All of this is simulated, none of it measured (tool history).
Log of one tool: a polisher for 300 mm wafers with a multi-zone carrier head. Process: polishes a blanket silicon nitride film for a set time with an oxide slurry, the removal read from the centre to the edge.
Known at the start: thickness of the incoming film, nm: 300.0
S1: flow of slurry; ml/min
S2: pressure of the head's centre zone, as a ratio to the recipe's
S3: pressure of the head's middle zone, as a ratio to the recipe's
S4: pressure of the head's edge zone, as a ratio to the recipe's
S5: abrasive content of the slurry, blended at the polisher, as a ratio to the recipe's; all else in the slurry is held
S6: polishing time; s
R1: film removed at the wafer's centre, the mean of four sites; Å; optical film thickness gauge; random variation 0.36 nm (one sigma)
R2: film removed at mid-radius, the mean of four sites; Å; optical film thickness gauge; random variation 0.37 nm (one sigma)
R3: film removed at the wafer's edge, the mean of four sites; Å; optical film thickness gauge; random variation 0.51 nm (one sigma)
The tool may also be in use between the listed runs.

{"run": 1, "hour": 0.0, "S1": 125, "S2": 1, "S3": 1, "S4": 1, "S5": 1, "S6": 43, "R1": 327.39, "R2": 330.14, "R3": 317.77}
{"run": 2, "hour": 5.1, "S1": 125, "S2": 1.05, "S3": 1, "S4": 1, "S5": 1, "S6": 43, "R1": 340.99, "R2": 327.77, "R3": 327.81}
{"run": 3, "hour": 13.4, "S1": 125, "S2": 1.05, "S3": 1, "S4": 1.06, "S5": 1, "S6": 43, "R1": 341.43, "R2": 326.78, "R3": 333.27}
{"run": 4, "hour": 15.3, "S1": 135, "S2": 1.03, "S3": 1.05, "S4": 1.1, "S5": 1.15, "S6": 43, "R1": 358.53, "R2": 372.82, "R3": 364.15}
{"run": 5, "hour": 21.8, "S1": 150, "S2": 1.04, "S3": 1.09, "S4": 1.13, "S5": 1.25, "S6": 43, "R1": 380.01, "R2": 401.39, "R3": 379.93}
{"run": 6, "hour": 28.3, "S1": 150, "S2": 1.04, "S3": 1.09, "S4": 1.07, "S5": 1.25, "S6": 43, "R1": 384.65, "R2": 396, "R3": 370.72}

Run 7 comes next. What will it give?
{"run": 7, "hour": 31.3, "S1": 155, "S2": 1.03, "S3": 1.11, "S4": 1.1, "S5": 1.35, "S6": 44, "R1": "?", "R2": "?", "R3": "?"}

R1: 396.91 Å
R2: 429.04 Å
R3: 403.99 Å
